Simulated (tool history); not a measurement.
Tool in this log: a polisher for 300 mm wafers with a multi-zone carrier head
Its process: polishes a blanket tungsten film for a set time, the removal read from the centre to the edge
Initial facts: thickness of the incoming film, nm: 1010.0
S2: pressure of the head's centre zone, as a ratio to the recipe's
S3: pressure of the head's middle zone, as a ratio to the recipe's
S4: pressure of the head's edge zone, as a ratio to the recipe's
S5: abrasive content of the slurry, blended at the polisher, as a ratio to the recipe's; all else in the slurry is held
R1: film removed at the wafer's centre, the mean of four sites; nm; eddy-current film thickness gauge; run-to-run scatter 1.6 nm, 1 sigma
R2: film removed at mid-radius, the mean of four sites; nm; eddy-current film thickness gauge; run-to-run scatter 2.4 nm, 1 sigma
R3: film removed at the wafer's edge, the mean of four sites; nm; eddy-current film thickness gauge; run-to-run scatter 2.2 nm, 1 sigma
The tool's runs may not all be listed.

{"run": 1, "hour": 0.0, "flow of slurry (ml/min)": 220, "S2": 1, "S3": 1, "S4": 1, "S5": 1, "polishing time (s)": 49, "R1": 263.08, "R2": 261.96, "R3": 265.59}
{"run": 2, "hour": 8.9, "flow of slurry (ml/min)": 220, "S2": 1, "S3": 1.05, "S4": 1, "S5": 1, "polishing time (s)": 49, "R1": 269.59, "R2": 276.79, "R3": 262.35}
{"run": 3, "hour": 11.1, "flow of slurry (ml/min)": 220, "S2": 1, "S3": 1.05, "S4": 0.93, "S5": 1, "polishing time (s)": 49, "R1": 269.05, "R2": 277.28, "R3": 251.88}
{"run": 4, "hour": 19.2, "flow of slurry (ml/min)": 220, "S2": 1, "S3": 0.99, "S4": 0.93, "S5": 1, "polishing time (s)": 49, "R1": 266.73, "R2": 254.04, "R3": 254.96}
{"run": 5, "hour": 20.8, "flow of slurry (ml/min)": 245, "S2": 1, "S3": 0.99, "S4": 0.93, "S5": 1, "polishing time (s)": 49, "R1": 273.42, "R2": 262.16, "R3": 253.97}
{"run": 6, "hour": 26.2, "flow of slurry (ml/min)": 240, "S2": 0.95, "S3": 0.97, "S4": 0.91, "S5": 0.85, "polishing time (s)": 47, "R1": 238.72, "R2": 240.12, "R3": 236.08}

What does the tool deliver on the next run?
{"run": 7, "hour": 33.6, "flow of slurry (ml/min)": 235, "S2": 0.92, "S3": 0.94, "S4": 0.9, "S5": 0.75, "polishing time (s)": 45, "R1": "?", "R2": "?", "R3": "?"}

R1: 215.82 nm
R2: 213.34 nm
R3: 221.53 nm
